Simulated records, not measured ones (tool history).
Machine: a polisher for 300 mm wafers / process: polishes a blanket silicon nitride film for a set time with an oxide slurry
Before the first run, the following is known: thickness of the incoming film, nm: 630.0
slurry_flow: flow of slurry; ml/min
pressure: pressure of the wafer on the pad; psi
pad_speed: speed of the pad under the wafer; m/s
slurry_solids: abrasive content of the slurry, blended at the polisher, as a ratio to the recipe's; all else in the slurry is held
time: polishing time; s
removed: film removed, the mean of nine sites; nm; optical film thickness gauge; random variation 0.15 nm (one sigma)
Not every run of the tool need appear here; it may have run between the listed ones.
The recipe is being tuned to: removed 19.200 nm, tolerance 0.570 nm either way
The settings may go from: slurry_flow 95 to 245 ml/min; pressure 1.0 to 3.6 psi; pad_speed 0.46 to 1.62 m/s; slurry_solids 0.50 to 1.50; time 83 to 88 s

run	hour	slurry_flow	pressure	pad_speed	slurry_solids	time	removed
1	0.0	155	2.3	1.04	1.00	83	28.079
2	7.2	150	2.2	1.04	1.00	83	26.393
3	11.6	170	2.2	1.04	1.00	83	27.079
4	14.2	185	2.2	1.04	1.00	83	27.154
5	16.0	185	2.1	1.04	1.00	83	26.298
6	20.9	180	2.0	1.04	1.00	83	25.478
7	27.6	175	1.9	1.04	1.00	83	24.157
8	29.9	170	1.8	1.04	1.00	83	23.095

Below are 4 possible settings for the next run. Only one of them brings all results inside the allowed miss of their targets. Which is it?
A	32.2	155	1.7	1.08	1.15	88	?
B	32.2	205	1.7	0.94	0.65	86	?
C	32.2	185	1.6	1.24	0.90	86	?
D	32.2	160	1.4	0.88	0.95	83	?

move	removed
A	24.887
B	19.290
C	24.836
D	16.404
A: lands further from the targets than the last run did
B: every result lands within tolerance
C: lands further from the targets than the last run did
D: the result that was furthest off in the last run now lies on the other side of its target
Correct choice: B, which meets every target
